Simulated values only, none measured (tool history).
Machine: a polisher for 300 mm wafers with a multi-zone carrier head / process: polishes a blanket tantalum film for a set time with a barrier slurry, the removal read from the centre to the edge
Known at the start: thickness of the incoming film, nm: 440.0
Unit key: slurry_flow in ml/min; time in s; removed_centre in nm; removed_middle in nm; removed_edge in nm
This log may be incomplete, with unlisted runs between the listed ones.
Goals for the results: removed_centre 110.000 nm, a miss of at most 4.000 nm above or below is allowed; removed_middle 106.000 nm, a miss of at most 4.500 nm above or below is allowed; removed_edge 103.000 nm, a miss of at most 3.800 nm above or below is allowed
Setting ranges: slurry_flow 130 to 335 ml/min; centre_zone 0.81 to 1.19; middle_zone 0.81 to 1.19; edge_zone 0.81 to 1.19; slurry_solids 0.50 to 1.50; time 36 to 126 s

run,hour,slurry_flow,centre_zone,middle_zone,edge_zone,slurry_solids,time,removed_centre,removed_middle,removed_edge
1,0.0,215,1.00,1.00,1.00,1.00,81,76.172,75.583,76.784
2,3.9,225,1.03,1.03,1.03,1.15,83,83.479,82.366,82.480
3,6.8,230,1.05,1.05,1.05,1.25,85,91.591,88.465,88.058
4,10.0,265,1.05,1.05,1.05,1.25,85,92.243,87.898,91.470
5,11.7,265,1.05,1.05,1.05,1.40,85,94.739,91.470,92.937
6,13.1,265,1.05,1.05,1.05,1.50,85,92.984,92.670,93.199
7,14.5,270,1.07,1.08,1.07,1.50,86,96.778,94.942,95.754
8,15.7,275,1.08,1.10,1.07,1.50,88,101.190,99.885,99.594
9,23.2,280,1.09,1.11,1.07,1.50,88,102.640,102.010,97.836
10,24.0,285,1.10,1.11,1.08,1.50,89,101.190,102.190,98.652
11,25.9,285,1.11,1.10,1.08,1.50,90,106.580,101.450,100.560

Which of these 4 next moves meets every target?
A,27.8,335,1.16,1.18,1.15,1.50,89,?,?,?
B,27.8,320,0.99,1.11,1.08,1.50,93,?,?,?
C,27.8,285,1.07,1.15,1.06,1.40,90,?,?,?
D,27.8,245,1.13,1.06,1.09,1.40,89,?,?,?

move,removed_centre,removed_middle,removed_edge
A,108.610,106.330,103.460
B,102.880,106.170,104.450
C,101.320,102.500,97.763
D,101.450,94.217,96.831
A: hits every target within its allowed miss
B: brings the result that was furthest off to its target, and leaves another outside
C: brings the result that was furthest off to its target, and leaves another outside
D: lands further from the targets than the last run did
Correct choice: A, which meets every target
